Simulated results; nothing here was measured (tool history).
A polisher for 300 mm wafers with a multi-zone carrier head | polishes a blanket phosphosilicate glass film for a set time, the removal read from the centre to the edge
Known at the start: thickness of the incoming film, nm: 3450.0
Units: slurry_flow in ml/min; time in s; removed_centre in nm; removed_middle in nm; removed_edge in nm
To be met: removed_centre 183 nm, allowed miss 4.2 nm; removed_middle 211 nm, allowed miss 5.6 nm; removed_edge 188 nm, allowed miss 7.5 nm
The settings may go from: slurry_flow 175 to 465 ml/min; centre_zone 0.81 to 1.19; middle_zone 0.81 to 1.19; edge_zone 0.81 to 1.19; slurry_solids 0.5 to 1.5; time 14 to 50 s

run 1 day=0 | slurry_flow=295 centre_zone=1 middle_zone=1 edge_zone=1 slurry_solids=1 time=32 | removed_centre=130 removed_middle=132.42 removed_edge=132.31
run 2 day=0.317 | slurry_flow=295 centre_zone=1 middle_zone=1 edge_zone=1 slurry_solids=1.15 time=32 | removed_centre=141.37 removed_middle=140.38 removed_edge=137.53
run 3 day=0.45 | slurry_flow=295 centre_zone=1 middle_zone=1 edge_zone=1.04 slurry_solids=1.15 time=32 | removed_centre=140.71 removed_middle=142.75 removed_edge=139.33
run 4 day=0.746 | slurry_flow=295 centre_zone=1 middle_zone=1 edge_zone=1.04 slurry_solids=1.15 time=35 | removed_centre=152.76 removed_middle=154.26 removed_edge=154.73
run 5 day=0.838 | slurry_flow=300 centre_zone=1 middle_zone=1.04 edge_zone=1.07 slurry_solids=1.2 time=35 | removed_centre=157.94 removed_middle=161.84 removed_edge=159.79
run 6 day=1.108 | slurry_flow=310 centre_zone=0.99 middle_zone=1.08 edge_zone=1.08 slurry_solids=1.3 time=35 | removed_centre=161.6 removed_middle=176.37 removed_edge=168.52
run 7 day=1.383 | slurry_flow=325 centre_zone=1 middle_zone=1.11 edge_zone=1.09 slurry_solids=1.35 time=35 | removed_centre=167.33 removed_middle=183.66 removed_edge=170.68
run 8 day=1.442 | slurry_flow=330 centre_zone=1 middle_zone=1.13 edge_zone=1.1 slurry_solids=1.4 time=35 | removed_centre=168.9 removed_middle=189.58 removed_edge=174.1
run 9 day=1.558 | slurry_flow=375 centre_zone=1.04 middle_zone=1.19 edge_zone=1.15 slurry_solids=1.5 time=35 | removed_centre=184.63 removed_middle=203.87 removed_edge=182.69
run 10 day=1.696 | slurry_flow=375 centre_zone=1.03 middle_zone=1.19 edge_zone=1.15 slurry_solids=1.5 time=35 | removed_centre=181.33 removed_middle=201.57 removed_edge=186.05
run 11 day=1.958 | slurry_flow=370 centre_zone=1.02 middle_zone=1.19 edge_zone=1.14 slurry_solids=1.5 time=35 | removed_centre=177.8 removed_middle=205.57 removed_edge=183.75

Which of these 5 next moves meets every target?
run A day=2.221 | slurry_flow=365 centre_zone=1.02 middle_zone=1.19 edge_zone=1.12 slurry_solids=1.4 time=37 | removed_centre=? removed_middle=? removed_edge=?
run B day=2.221 | slurry_flow=425 centre_zone=0.93 middle_zone=1.11 edge_zone=1.19 slurry_solids=1.5 time=36 | removed_centre=? removed_middle=? removed_edge=?
run C day=2.221 | slurry_flow=405 centre_zone=0.91 middle_zone=1.19 edge_zone=1.14 slurry_solids=1.5 time=36 | removed_centre=? removed_middle=? removed_edge=?
run D day=2.221 | slurry_flow=385 centre_zone=0.93 middle_zone=1.19 edge_zone=1.09 slurry_solids=1.5 time=36 | removed_centre=? removed_middle=? removed_edge=?
run E day=2.221 | slurry_flow=415 centre_zone=0.97 middle_zone=1.11 edge_zone=1.19 slurry_solids=1.35 time=36 | removed_centre=? removed_middle=? removed_edge=?

move=A removed_centre=186.49 removed_middle=208.67 removed_edge=188.85
move=B removed_centre=171.97 removed_middle=199.41 removed_edge=196.77
move=C removed_centre=167.67 removed_middle=210.43 removed_edge=191.71
move=D removed_centre=170.65 removed_middle=209.6 removed_edge=186.81
move=E removed_centre=171.76 removed_middle=190.88 removed_edge=188.47
A: meets every target
B: further off than the last run
C: further off than the last run
D: further off than the last run
E: further off than the last run
The right move is A.
